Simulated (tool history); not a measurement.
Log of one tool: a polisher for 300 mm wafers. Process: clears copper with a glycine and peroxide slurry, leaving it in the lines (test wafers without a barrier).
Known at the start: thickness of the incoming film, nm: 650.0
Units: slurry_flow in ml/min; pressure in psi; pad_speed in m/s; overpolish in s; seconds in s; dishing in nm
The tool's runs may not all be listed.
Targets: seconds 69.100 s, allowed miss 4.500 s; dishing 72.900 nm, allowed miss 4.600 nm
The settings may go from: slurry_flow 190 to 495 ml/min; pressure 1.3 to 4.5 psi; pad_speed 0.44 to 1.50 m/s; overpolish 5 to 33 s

run  hour  slurry_flow  pressure  pad_speed  overpolish  seconds  dishing
  1   0.0          320       2.9       0.96          17  101.760   71.463
  2   1.2          250       2.9       0.96          17  107.920   72.057
  3   8.9          250       2.2       0.96          17  124.830   57.916
  4  15.9          250       2.2       0.96          12  126.990   42.992
  5  17.5          255       2.7       1.00          11  102.240   47.908
  6  18.3          255       3.0       1.02          11   94.753   51.245
  7  22.8          255       3.3       1.02          11   87.710   56.941
  8  24.9          255       3.5       1.02          11   82.087   59.657
  9  28.9          255       3.7       1.02          11   80.495   60.298
 10  35.2          255       3.9       1.02          11   77.501   64.616
 11  43.4          255       4.0       1.02          11   75.282   65.373
 12  52.1          255       4.0       1.02          11   73.981   66.560
 13  60.2          255       4.1       1.02          11   72.974   68.608

Which of these 5 next moves meets every target?
  A  68.3          270       4.0       0.94          13        ?        ?
  B  68.3          260       4.1       0.96          11        ?        ?
  C  68.3          265       4.0       1.08          10        ?        ?
  D  68.3          270       4.4       0.98          12        ?        ?
  E  68.3          300       4.0       0.94          13        ?        ?

move  seconds  dishing
   A   77.329   71.917
   B   74.528   64.870
   C   68.607   63.995
   D   68.626   74.488
   E   76.758   72.337
A: brings the result that was furthest off to its target, and leaves another outside
B: further off than the last run
C: further off than the last run
D: meets every target
E: brings the result that was furthest off to its target, and leaves another outside
The right move is D.
